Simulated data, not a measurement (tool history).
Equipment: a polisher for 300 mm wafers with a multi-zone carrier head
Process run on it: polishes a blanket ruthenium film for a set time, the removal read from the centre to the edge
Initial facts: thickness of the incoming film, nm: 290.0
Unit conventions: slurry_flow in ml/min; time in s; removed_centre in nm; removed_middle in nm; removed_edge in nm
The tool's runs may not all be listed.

run,day,slurry_flow,centre_zone,middle_zone,edge_zone,time,removed_centre,removed_middle,removed_edge
1,0.000,185,1.00,1.00,1.00,66,77.097,76.652,76.279
2,0.108,200,1.03,1.01,1.03,67,82.131,79.053,78.820
3,0.204,185,1.03,1.01,1.03,67,78.534,78.515,79.412
4,0.446,185,1.03,1.01,0.97,67,78.446,78.800,76.073
5,0.812,200,1.06,1.02,1.01,68,84.787,81.410,80.483
6,1.012,215,1.07,1.03,1.03,68,87.514,83.764,82.284
7,1.329,225,1.08,1.03,1.05,68,86.915,84.141,82.386
8,1.571,230,1.11,1.03,1.06,69,93.571,85.996,83.212
9,1.804,235,1.11,1.03,1.08,70,96.352,87.040,86.466
10,2.121,240,1.11,1.03,1.09,70,95.758,85.693,86.156

What does the tool deliver on the next run?
11,2.154,245,1.11,1.03,1.10,70,?,?,?

{"run 11": {"removed_centre": 95.229, "removed_middle": 85.875, "removed_edge": 87.058}}
